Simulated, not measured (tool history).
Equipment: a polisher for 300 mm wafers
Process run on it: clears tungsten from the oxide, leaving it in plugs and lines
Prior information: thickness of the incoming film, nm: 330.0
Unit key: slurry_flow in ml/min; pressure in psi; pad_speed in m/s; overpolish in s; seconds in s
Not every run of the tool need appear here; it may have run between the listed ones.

| run | hour | slurry_flow | pressure | pad_speed | slurry_solids | overpolish | seconds |
|---|---|---|---|---|---|---|---|
| 1 | 0.0 | 290 | 4.0 | 1.38 | 1.0 | 21 | 49.870 |
| 2 | 1.3 | 290 | 3.5 | 1.38 | 1.0 | 21 | 55.394 |
| 3 | 2.2 | 290 | 3.7 | 1.38 | 1.0 | 21 | 53.825 |
| 4 | 10.8 | 290 | 3.7 | 1.38 | 1.0 | 22 | 52.527 |
| 5 | 19.3 | 290 | 3.8 | 1.38 | 1.0 | 22 | 50.523 |
| 6 | 21.5 | 250 | 3.8 | 1.38 | 1.0 | 22 | 52.386 |

The next listed run, before its measurement:
| 7 | 26.3 | 250 | 3.9 | 1.38 | 1.0 | 22 | ? |

Run 7 came out at seconds 51.471 s.
